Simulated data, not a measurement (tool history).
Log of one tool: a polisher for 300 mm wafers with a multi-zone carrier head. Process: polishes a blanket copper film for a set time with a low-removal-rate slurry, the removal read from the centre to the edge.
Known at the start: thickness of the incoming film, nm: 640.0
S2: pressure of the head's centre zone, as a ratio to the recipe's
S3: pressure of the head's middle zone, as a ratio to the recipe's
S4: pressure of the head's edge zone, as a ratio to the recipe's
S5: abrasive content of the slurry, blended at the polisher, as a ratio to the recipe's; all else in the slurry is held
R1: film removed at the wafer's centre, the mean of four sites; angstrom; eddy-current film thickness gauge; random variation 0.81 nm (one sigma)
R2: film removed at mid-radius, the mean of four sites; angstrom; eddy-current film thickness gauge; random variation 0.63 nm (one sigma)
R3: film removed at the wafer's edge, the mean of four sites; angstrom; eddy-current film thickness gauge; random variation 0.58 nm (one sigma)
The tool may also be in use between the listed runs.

run 1 hour=0.0 | flow_of_slurry_(ml/min)=235 S2=1.00 S3=1.00 S4=1.00 S5=1.00 polishing_time_(s)=42 | R1=1110.70 R2=1086.60 R3=1040.40
run 2 hour=7.0 | flow_of_slurry_(ml/min)=225 S2=0.96 S3=0.97 S4=0.99 S5=0.90 polishing_time_(s)=39 | R1=976.07 R2=961.53 R3=947.20
run 3 hour=10.9 | flow_of_slurry_(ml/min)=225 S2=0.96 S3=0.97 S4=1.06 S5=0.90 polishing_time_(s)=39 | R1=940.30 R2=946.38 R3=970.31
run 4 hour=13.2 | flow_of_slurry_(ml/min)=225 S2=1.02 S3=0.97 S4=1.06 S5=0.90 polishing_time_(s)=39 | R1=1011.00 R2=954.91 R3=981.89
run 5 hour=21.6 | flow_of_slurry_(ml/min)=220 S2=0.98 S3=0.96 S4=1.05 S5=0.80 polishing_time_(s)=37 | R1=902.84 R2=862.33 R3=897.16
run 6 hour=27.3 | flow_of_slurry_(ml/min)=220 S2=0.98 S3=0.96 S4=1.10 S5=0.80 polishing_time_(s)=37 | R1=898.41 R2=869.24 R3=908.61
run 7 hour=29.8 | flow_of_slurry_(ml/min)=215 S2=0.95 S3=0.95 S4=1.09 S5=0.75 polishing_time_(s)=35 | R1=809.62 R2=811.72 R3=853.13

Run 8 comes next. What will it give?
run 8 hour=33.4 | flow_of_slurry_(ml/min)=190 S2=0.85 S3=0.85 S4=0.99 S5=0.50 polishing_time_(s)=31 | R1=? R2=? R3=?

R1: 570.40 angstrom
R2: 589.50 angstrom
R3: 644.31 angstrom

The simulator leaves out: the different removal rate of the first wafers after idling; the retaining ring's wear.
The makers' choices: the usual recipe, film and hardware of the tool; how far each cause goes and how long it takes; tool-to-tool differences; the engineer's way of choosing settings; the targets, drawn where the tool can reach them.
